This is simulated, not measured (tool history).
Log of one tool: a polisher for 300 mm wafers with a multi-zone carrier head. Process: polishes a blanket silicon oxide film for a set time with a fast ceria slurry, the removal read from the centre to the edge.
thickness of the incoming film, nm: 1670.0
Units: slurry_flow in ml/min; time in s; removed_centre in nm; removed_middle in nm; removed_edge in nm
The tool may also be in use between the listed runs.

run 1 hour=0.0 | slurry_flow=125 centre_zone=1.00 middle_zone=1.00 edge_zone=1.00 time=39 | removed_centre=539.74 removed_middle=523.92 removed_edge=524.89
run 2 hour=2.4 | slurry_flow=125 centre_zone=1.00 middle_zone=1.04 edge_zone=1.00 time=39 | removed_centre=536.53 removed_middle=539.62 removed_edge=525.67
run 3 hour=6.0 | slurry_flow=125 centre_zone=1.00 middle_zone=1.04 edge_zone=1.08 time=39 | removed_centre=534.86 removed_middle=531.46 removed_edge=542.85
run 4 hour=8.9 | slurry_flow=125 centre_zone=1.00 middle_zone=1.04 edge_zone=1.04 time=39 | removed_centre=532.14 removed_middle=539.35 removed_edge=539.12
run 5 hour=17.1 | slurry_flow=125 centre_zone=1.00 middle_zone=1.09 edge_zone=1.04 time=39 | removed_centre=530.74 removed_middle=548.47 removed_edge=533.22
run 6 hour=24.6 | slurry_flow=125 centre_zone=1.00 middle_zone=1.09 edge_zone=1.04 time=33 | removed_centre=451.24 removed_middle=468.95 removed_edge=450.47
run 7 hour=29.4 | slurry_flow=115 centre_zone=0.99 middle_zone=1.06 edge_zone=1.02 time=33 | removed_centre=436.23 removed_middle=448.59 removed_edge=444.99
run 8 hour=37.8 | slurry_flow=110 centre_zone=0.99 middle_zone=1.05 edge_zone=1.00 time=33 | removed_centre=433.82 removed_middle=445.66 removed_edge=436.30
run 9 hour=45.0 | slurry_flow=105 centre_zone=0.98 middle_zone=1.03 edge_zone=0.98 time=33 | removed_centre=424.07 removed_middle=442.94 removed_edge=433.77
run 10 hour=50.5 | slurry_flow=100 centre_zone=0.98 middle_zone=1.01 edge_zone=0.97 time=33 | removed_centre=426.69 removed_middle=425.11 removed_edge=427.81
run 11 hour=53.4 | slurry_flow=95 centre_zone=0.97 middle_zone=1.00 edge_zone=0.96 time=33 | removed_centre=409.19 removed_middle=417.13 removed_edge=420.66

Run 12 comes next. What will it give?
run 12 hour=57.7 | slurry_flow=90 centre_zone=0.97 middle_zone=0.99 edge_zone=0.95 time=33 | removed_centre=? removed_middle=? removed_edge=?

{"run 12": {"removed_centre": 407.43, "removed_middle": 416.59, "removed_edge": 410.02}}
